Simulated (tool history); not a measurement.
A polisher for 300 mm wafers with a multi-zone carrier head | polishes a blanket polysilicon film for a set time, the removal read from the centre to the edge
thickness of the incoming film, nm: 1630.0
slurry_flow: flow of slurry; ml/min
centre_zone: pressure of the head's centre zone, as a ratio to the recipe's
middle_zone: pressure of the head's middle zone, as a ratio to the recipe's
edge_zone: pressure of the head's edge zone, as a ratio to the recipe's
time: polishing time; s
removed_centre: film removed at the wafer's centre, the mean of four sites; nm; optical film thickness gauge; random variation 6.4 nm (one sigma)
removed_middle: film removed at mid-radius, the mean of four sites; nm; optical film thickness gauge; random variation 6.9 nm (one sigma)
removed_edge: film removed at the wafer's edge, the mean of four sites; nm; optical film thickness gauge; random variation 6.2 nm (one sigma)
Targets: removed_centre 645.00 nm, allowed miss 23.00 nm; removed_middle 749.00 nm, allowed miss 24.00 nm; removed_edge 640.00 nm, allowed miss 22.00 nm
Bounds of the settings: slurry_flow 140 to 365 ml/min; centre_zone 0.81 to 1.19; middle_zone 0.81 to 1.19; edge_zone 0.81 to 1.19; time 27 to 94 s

run	day	slurry_flow	centre_zone	middle_zone	edge_zone	time	removed_centre	removed_middle	removed_edge
1	0.000	235	1.00	1.00	1.00	60	474.77	527.67	530.19
2	0.092	250	1.03	1.05	1.01	63	524.00	578.35	560.28
3	0.450	250	1.03	1.09	1.01	63	514.49	596.08	566.39
4	0.496	250	1.03	1.09	0.94	63	523.60	604.22	542.37
5	0.683	250	1.11	1.09	0.94	63	559.79	599.20	547.86
6	0.992	300	1.11	1.09	0.94	63	574.79	601.23	548.03
7	1.054	295	1.10	1.11	0.94	65	596.00	631.39	569.90
8	1.112	290	1.09	1.13	0.94	67	593.18	677.23	585.28

5 next moves are on the table. One of them brings every result within its allowed miss. Which?
A	1.171	295	1.10	0.95	1.08	70	?	?	?
B	1.171	305	1.09	1.17	0.94	72	?	?	?
C	1.171	295	1.05	1.08	1.08	68	?	?	?
D	1.171	290	0.96	1.03	1.11	69	?	?	?
E	1.171	305	1.15	1.04	1.01	70	?	?	?

move	removed_centre	removed_middle	removed_edge
A	630.55	599.76	655.12
B	646.15	737.69	629.64
C	586.49	648.79	635.31
D	545.36	631.75	653.25
E	660.59	648.76	634.58
A: further off than the last run
B: meets every target
C: further off than the last run
D: further off than the last run
E: further off than the last run
Answer: B

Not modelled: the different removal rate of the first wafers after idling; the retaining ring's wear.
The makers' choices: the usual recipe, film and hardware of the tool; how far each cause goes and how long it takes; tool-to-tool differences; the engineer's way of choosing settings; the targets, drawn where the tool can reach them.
